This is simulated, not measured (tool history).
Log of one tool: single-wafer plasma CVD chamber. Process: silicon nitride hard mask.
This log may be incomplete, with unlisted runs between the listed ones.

run,hour,heater temperature setpoint (°C),chamber pressure (mTorr),RF power (kW),deposition time (s),mean film thickness on the monitor wafer (Å)
1,0,420,2050,0.265,67.6,812.26
2,8.1,420,2050,0.235,67.6,755.94
3,10.4,420,2050,0.22,67.6,726.95
4,11.1,420,2050,0.22,69.7,756.7
5,14.2,420,2050,0.22,67.6,726.96
6,18.9,420,2160,0.24,68.1,786.25
7,25,420,2290,0.25,68.3,807.24
8,31.5,420,2310,0.265,68.7,851.79
9,40.2,420,2360,0.27,68.8,858.5
10,43.9,420,2360,0.27,68.8,865.47

Run 11 has not been measured yet. What should we expect?
11,49.7,420,2390,0.275,68.9,?

mean film thickness on the monitor wafer (Å): 876.45
